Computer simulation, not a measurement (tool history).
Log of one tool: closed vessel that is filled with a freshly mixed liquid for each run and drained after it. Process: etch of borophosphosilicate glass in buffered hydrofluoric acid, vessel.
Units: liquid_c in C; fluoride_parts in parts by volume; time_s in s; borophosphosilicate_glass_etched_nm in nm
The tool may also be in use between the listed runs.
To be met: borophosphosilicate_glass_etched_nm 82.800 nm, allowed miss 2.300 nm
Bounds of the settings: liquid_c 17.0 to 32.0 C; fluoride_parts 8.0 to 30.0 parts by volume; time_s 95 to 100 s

run	day	liquid_c	fluoride_parts	time_s	borophosphosilicate_glass_etched_nm
1	0.000	24.0	21.5	95	129.590
2	0.125	22.0	22.0	95	115.190
3	0.283	22.0	24.5	95	106.280
4	0.371	24.5	24.5	95	121.740
5	0.671	24.5	28.0	95	110.840
6	0.912	25.5	28.0	95	117.330
7	1.008	23.5	28.0	95	105.140
8	1.100	22.0	28.0	95	97.171
9	1.133	21.0	28.0	95	90.697

5 next moves are on the table. One of them brings every result within its allowed miss. Which?
A	1.167	18.0	25.5	95	?
B	1.167	22.0	29.5	100	?
C	1.167	20.5	27.5	95	?
D	1.167	20.0	30.0	100	?
E	1.167	21.0	30.0	100	?

move	borophosphosilicate_glass_etched_nm
A	82.744
B	98.384
C	90.305
D	87.033
E	92.013
A: meets every target
B: further off than the last run
C: as far off as the last run
D: nearer than the last run, and not there yet
E: further off than the last run
Answer: A
